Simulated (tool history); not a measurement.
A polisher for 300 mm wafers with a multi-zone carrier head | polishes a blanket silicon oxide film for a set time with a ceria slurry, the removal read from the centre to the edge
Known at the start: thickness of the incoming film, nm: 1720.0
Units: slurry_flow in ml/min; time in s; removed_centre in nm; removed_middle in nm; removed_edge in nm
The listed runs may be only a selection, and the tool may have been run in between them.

run,hour,slurry_flow,centre_zone,middle_zone,edge_zone,time,removed_centre,removed_middle,removed_edge
1,0.0,205,1.00,1.00,1.00,65,422.09,431.95,438.94
2,6.5,200,0.99,1.00,0.99,65,421.05,418.84,435.37
3,8.0,195,0.98,1.01,0.98,65,404.81,427.93,421.45
4,15.8,195,0.98,1.01,1.04,65,407.68,423.45,446.06
5,18.5,195,0.98,0.98,1.04,65,408.25,423.35,441.96
6,27.2,190,0.97,0.98,1.03,65,408.22,413.71,434.20
7,34.9,185,0.96,0.98,1.03,65,401.43,412.86,433.36
8,42.2,180,0.95,0.98,1.02,65,395.24,407.20,430.65

Forecast run 9:
9,43.7,175,0.94,0.99,1.01,65,?,?,?

Run 9 produced removed_centre 385.01 nm, removed_middle 417.54 nm, removed_edge 429.69 nm.
